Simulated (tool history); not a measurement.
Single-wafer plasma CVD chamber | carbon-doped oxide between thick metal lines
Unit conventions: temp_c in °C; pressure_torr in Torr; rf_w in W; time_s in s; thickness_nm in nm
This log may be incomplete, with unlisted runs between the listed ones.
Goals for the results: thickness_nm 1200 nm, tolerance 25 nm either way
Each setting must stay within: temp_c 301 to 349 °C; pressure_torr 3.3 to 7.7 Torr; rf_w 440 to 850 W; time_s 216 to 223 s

{"run": 1, "hour": 0.0, "temp_c": 325, "pressure_torr": 5.5, "rf_w": 645, "time_s": 216, "thickness_nm": 1312.2}
{"run": 2, "hour": 8.2, "temp_c": 327, "pressure_torr": 5.34, "rf_w": 640, "time_s": 216, "thickness_nm": 1300.9}
{"run": 3, "hour": 12.1, "temp_c": 328, "pressure_torr": 5.22, "rf_w": 630, "time_s": 216, "thickness_nm": 1269.2}
{"run": 4, "hour": 20.1, "temp_c": 328, "pressure_torr": 5.92, "rf_w": 630, "time_s": 216, "thickness_nm": 1297.7}
{"run": 5, "hour": 24.0, "temp_c": 328, "pressure_torr": 5.92, "rf_w": 630, "time_s": 216, "thickness_nm": 1305.6}
{"run": 6, "hour": 31.1, "temp_c": 320, "pressure_torr": 5.92, "rf_w": 630, "time_s": 216, "thickness_nm": 1342.7}
{"run": 7, "hour": 34.4, "temp_c": 323, "pressure_torr": 5.74, "rf_w": 625, "time_s": 216, "thickness_nm": 1321}
{"run": 8, "hour": 42.0, "temp_c": 326, "pressure_torr": 5.62, "rf_w": 620, "time_s": 216, "thickness_nm": 1299}
{"run": 9, "hour": 44.6, "temp_c": 328, "pressure_torr": 5.49, "rf_w": 615, "time_s": 216, "thickness_nm": 1255.7}
{"run": 10, "hour": 45.9, "temp_c": 329, "pressure_torr": 5.44, "rf_w": 615, "time_s": 216, "thickness_nm": 1273.2}
{"run": 11, "hour": 46.6, "temp_c": 329, "pressure_torr": 5.44, "rf_w": 615, "time_s": 216, "thickness_nm": 1270.3}
{"run": 12, "hour": 53.0, "temp_c": 331, "pressure_torr": 5.33, "rf_w": 610, "time_s": 216, "thickness_nm": 1248.6}
{"run": 13, "hour": 57.9, "temp_c": 332, "pressure_torr": 5.26, "rf_w": 610, "time_s": 216, "thickness_nm": 1249.3}
{"run": 14, "hour": 65.7, "temp_c": 333, "pressure_torr": 5.17, "rf_w": 605, "time_s": 216, "thickness_nm": 1223.9}
{"run": 15, "hour": 74.2, "temp_c": 334, "pressure_torr": 5.14, "rf_w": 605, "time_s": 216, "thickness_nm": 1243}

4 next moves are on the table. One of them brings every result within its allowed miss. Which?
{"run": "A", "hour": 82.7, "temp_c": 331, "pressure_torr": 5.05, "rf_w": 580, "time_s": 216, "thickness_nm": "?"}
{"run": "B", "hour": 82.7, "temp_c": 326, "pressure_torr": 5.18, "rf_w": 645, "time_s": 216, "thickness_nm": "?"}
{"run": "C", "hour": 82.7, "temp_c": 335, "pressure_torr": 5.17, "rf_w": 635, "time_s": 221, "thickness_nm": "?"}
{"run": "D", "hour": 82.7, "temp_c": 318, "pressure_torr": 5.66, "rf_w": 565, "time_s": 223, "thickness_nm": "?"}

move=A thickness_nm=1209.8
move=B thickness_nm=1299.2
move=C thickness_nm=1281.2
move=D thickness_nm=1316.9
A: each result inside its tolerance
B: lands further from the targets than the last run did
C: lands further from the targets than the last run did
D: lands further from the targets than the last run did
Answer: A
